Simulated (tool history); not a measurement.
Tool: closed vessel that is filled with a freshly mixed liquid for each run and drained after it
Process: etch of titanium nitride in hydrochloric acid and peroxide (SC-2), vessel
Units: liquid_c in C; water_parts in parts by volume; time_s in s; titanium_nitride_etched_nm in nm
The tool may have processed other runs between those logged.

| run | hour | liquid_c | water_parts | time_s | titanium_nitride_etched_nm |
|---|---|---|---|---|---|
| 1 | 0.0 | 47.0 | 8.0 | 1985 | 33.382 |
| 2 | 5.2 | 44.0 | 8.5 | 1985 | 25.721 |
| 3 | 8.3 | 44.0 | 8.5 | 2135 | 27.796 |
| 4 | 16.2 | 41.0 | 8.5 | 2135 | 22.533 |
| 5 | 23.8 | 41.0 | 8.5 | 2135 | 22.474 |
| 6 | 32.0 | 41.0 | 8.5 | 1985 | 20.952 |
| 7 | 35.2 | 39.5 | 8.5 | 1985 | 18.768 |

Expected results for the next run?
| 8 | 40.8 | 38.5 | 8.5 | 1985 | ? |

Logged for run 8: titanium_nitride_etched_nm 17.519 nm.
